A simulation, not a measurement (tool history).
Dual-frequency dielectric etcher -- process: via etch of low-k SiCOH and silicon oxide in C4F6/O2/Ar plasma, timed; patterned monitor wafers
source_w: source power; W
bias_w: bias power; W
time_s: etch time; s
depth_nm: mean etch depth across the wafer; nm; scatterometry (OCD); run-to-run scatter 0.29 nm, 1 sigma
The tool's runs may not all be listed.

| run | hour | source_w | bias_w | time_s | depth_nm |
|---|---|---|---|---|---|
| 1 | 0 | 250 | 210 | 29 | 69.073 |
| 2 | 3.8 | 260 | 215 | 29 | 71.525 |
| 3 | 12.2 | 270 | 218 | 29 | 72.542 |
| 4 | 18.2 | 280 | 221 | 29 | 74.237 |
| 5 | 25.9 | 290 | 223 | 29 | 76.047 |
| 6 | 31.6 | 270 | 223 | 29 | 73.684 |
| 7 | 38.4 | 280 | 225 | 29 | 74.824 |
| 8 | 43.5 | 290 | 227 | 29 | 76.807 |

Run 9 is up next; what results do you expect?
| 9 | 44.7 | 290 | 228 | 29 | ? |

depth_nm: 76.214 nm
